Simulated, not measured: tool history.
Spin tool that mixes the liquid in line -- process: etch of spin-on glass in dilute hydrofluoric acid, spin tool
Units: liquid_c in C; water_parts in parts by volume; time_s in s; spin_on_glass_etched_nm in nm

{"run": 1, "day": 0.0, "liquid_c": 24.0, "water_parts": 75, "time_s": 45, "spin_on_glass_etched_nm": 20.8}
{"run": 2, "day": 0.225, "liquid_c": 24.0, "water_parts": 100, "time_s": 45, "spin_on_glass_etched_nm": 15.084}
{"run": 3, "day": 0.346, "liquid_c": 24.0, "water_parts": 100, "time_s": 45, "spin_on_glass_etched_nm": 15.114}
{"run": 4, "day": 0.575, "liquid_c": 23.5, "water_parts": 100, "time_s": 45, "spin_on_glass_etched_nm": 14.961}
{"run": 5, "day": 0.646, "liquid_c": 23.5, "water_parts": 100, "time_s": 50, "spin_on_glass_etched_nm": 16.616}
{"run": 6, "day": 0.746, "liquid_c": 22.5, "water_parts": 100, "time_s": 50, "spin_on_glass_etched_nm": 15.814}
{"run": 7, "day": 0.954, "liquid_c": 22.0, "water_parts": 100, "time_s": 50, "spin_on_glass_etched_nm": 15.395}
{"run": 8, "day": 0.979, "liquid_c": 21.5, "water_parts": 100, "time_s": 50, "spin_on_glass_etched_nm": 15.228}

For run 9, what comes out?
{"run": 9, "day": 1.321, "liquid_c": 21.0, "water_parts": 100, "time_s": 50, "spin_on_glass_etched_nm": "?"}

{"run 9": {"spin_on_glass_etched_nm": 14.847}}

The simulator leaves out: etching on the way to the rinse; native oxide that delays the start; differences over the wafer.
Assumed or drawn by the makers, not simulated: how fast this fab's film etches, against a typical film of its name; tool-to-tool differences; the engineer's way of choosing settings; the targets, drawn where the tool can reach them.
